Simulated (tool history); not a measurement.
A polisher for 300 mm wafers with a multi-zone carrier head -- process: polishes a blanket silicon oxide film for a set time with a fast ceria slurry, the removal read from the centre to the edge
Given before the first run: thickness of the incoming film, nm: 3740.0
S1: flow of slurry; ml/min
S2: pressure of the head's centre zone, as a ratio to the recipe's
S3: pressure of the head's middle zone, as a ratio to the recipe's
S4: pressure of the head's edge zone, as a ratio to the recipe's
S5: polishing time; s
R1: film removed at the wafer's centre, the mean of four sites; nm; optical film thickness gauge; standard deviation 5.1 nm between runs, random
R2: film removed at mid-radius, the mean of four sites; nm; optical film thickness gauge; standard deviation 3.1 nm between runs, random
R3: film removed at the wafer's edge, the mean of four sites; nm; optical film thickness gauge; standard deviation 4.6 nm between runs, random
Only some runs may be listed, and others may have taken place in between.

{"run": 1, "hour": 0.0, "S1": 130, "S2": 1, "S3": 1, "S4": 1, "S5": 61, "R1": 768.86, "R2": 785.61, "R3": 792.07}
{"run": 2, "hour": 2.6, "S1": 125, "S2": 0.98, "S3": 0.97, "S4": 0.96, "S5": 56, "R1": 690.98, "R2": 695.87, "R3": 720.15}
{"run": 3, "hour": 6.3, "S1": 125, "S2": 0.98, "S3": 0.97, "S4": 0.99, "S5": 56, "R1": 691.15, "R2": 698.36, "R3": 730}
{"run": 4, "hour": 7.6, "S1": 120, "S2": 0.97, "S3": 0.96, "S4": 0.96, "S5": 52, "R1": 621.63, "R2": 641.6, "R3": 663.33}
{"run": 5, "hour": 11.9, "S1": 120, "S2": 0.97, "S3": 0.96, "S4": 1.01, "S5": 52, "R1": 630.82, "R2": 626.23, "R3": 677.71}
{"run": 6, "hour": 20.2, "S1": 120, "S2": 0.97, "S3": 1.04, "S4": 1.01, "S5": 52, "R1": 620.92, "R2": 679.43, "R3": 670.44}
{"run": 7, "hour": 25.5, "S1": 95, "S2": 0.93, "S3": 0.94, "S4": 0.91, "S5": 42, "R1": 455.25, "R2": 472.36, "R3": 490.92}
{"run": 8, "hour": 29.6, "S1": 105, "S2": 0.93, "S3": 0.94, "S4": 0.91, "S5": 42, "R1": 479.32, "R2": 485.86, "R3": 509.9}
{"run": 9, "hour": 38.3, "S1": 110, "S2": 0.93, "S3": 0.94, "S4": 0.91, "S5": 42, "R1": 476.65, "R2": 493.89, "R3": 515.35}

Estimate the outcome of run 10 from the log above:
{"run": 10, "hour": 38.9, "S1": 115, "S2": 0.94, "S3": 0.94, "S4": 0.91, "S5": 42, "R1": "?", "R2": "?", "R3": "?"}

Run 10 came out at R1 489.61 nm, R2 497.49 nm, R3 520.73 nm.
